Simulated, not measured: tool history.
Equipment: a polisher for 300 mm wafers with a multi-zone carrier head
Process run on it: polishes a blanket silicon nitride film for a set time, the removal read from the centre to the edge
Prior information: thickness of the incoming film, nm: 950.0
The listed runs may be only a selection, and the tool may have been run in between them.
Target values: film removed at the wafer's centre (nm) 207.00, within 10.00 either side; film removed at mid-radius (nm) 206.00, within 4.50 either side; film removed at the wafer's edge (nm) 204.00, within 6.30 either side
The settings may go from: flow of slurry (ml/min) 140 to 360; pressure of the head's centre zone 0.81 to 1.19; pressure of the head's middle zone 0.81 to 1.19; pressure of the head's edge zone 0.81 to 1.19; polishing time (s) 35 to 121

run  hour  flow of slurry (ml/min)  pressure of the head's centre zone  pressure of the head's middle zone  pressure of the head's edge zone  polishing time (s)  film removed at the wafer's centre (nm)  film removed at mid-radius (nm)  film removed at the wafer's edge (nm)
  1   0.0                      230                                1.00                                1.00                              1.00                  78                                   152.36                           167.40                                 173.44
  2   7.4                      230                                1.00                                0.96                              1.00                  78                                   154.17                           162.60                                 171.59
  3  13.4                      230                                1.00                                0.96                              1.00                  67                                   134.02                           138.95                                 145.89
  4  14.2                      230                                1.00                                0.96                              1.00                  58                                   114.15                           120.58                                 126.90
  5  18.9                      230                                1.00                                1.00                              1.00                  58                                   112.86                           124.21                                 127.31
  6  22.5                      230                                1.00                                1.00                              0.96                  58                                   111.95                           124.53                                 127.02
  7  31.4                      230                                1.00                                1.00                              0.96                  58                                   110.79                           125.51                                 125.52
     37.0  -- centre zone pressure recalibrated
  8  37.0                      245                                1.04                                1.04                              1.00                  64                                   149.42                           142.15                                 142.51
  9  43.7                      245                                1.03                                1.07                              1.03                  69                                   158.89                           155.51                                 156.91

Which single option among these 4 for the next run brings every result within its allowed miss of target? Just one does.
  A  50.4                      180                                1.05                                1.03                              1.00                  51                                        ?                                ?                                      ?
  B  50.4                      245                                1.07                                0.98                              1.15                  88                                        ?                                ?                                      ?
  C  50.4                      290                                1.18                                1.08                              1.04                  47                                        ?                                ?                                      ?
  D  50.4                      240                                1.03                                1.09                              1.05                  90                                        ?                                ?                                      ?

move  film removed at the wafer's centre (nm)  film removed at mid-radius (nm)  film removed at the wafer's edge (nm)
   A                                   114.65                           107.62                                 110.00
   B                                   209.80                           185.93                                 209.16
   C                                   126.01                           107.98                                 107.41
   D                                   206.12                           204.41                                 203.72
A: its largest miss is bigger than the last run's
B: nearer the targets than the last run, but a result is still out of spec
C: its largest miss is bigger than the last run's
D: hits every target within its allowed miss
Answer: D
